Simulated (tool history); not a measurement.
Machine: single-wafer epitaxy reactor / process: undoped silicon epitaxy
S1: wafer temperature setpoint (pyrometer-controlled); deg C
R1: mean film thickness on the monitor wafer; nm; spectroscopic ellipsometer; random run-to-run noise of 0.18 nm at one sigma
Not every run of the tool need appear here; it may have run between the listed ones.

run 1 hour=0.0 | S1=645 deposition_time_(s)=342 | R1=53.956
run 2 hour=7.9 | S1=655 deposition_time_(s)=342 | R1=65.028
run 3 hour=15.7 | S1=646 deposition_time_(s)=342 | R1=54.727
run 4 hour=21.7 | S1=647 deposition_time_(s)=342 | R1=56.332
run 5 hour=27.3 | S1=639 deposition_time_(s)=342 | R1=47.867
run 6 hour=33.3 | S1=642 deposition_time_(s)=343 | R1=50.961
run 7 hour=40.0 | S1=644 deposition_time_(s)=343 | R1=53.120
run 8 hour=47.0 | S1=646 deposition_time_(s)=343 | R1=55.291

Run 9, settings as shown, results not yet in. Your forecast:
run 9 hour=54.8 | S1=647 deposition_time_(s)=343 | R1=?

R1: 56.285 nm
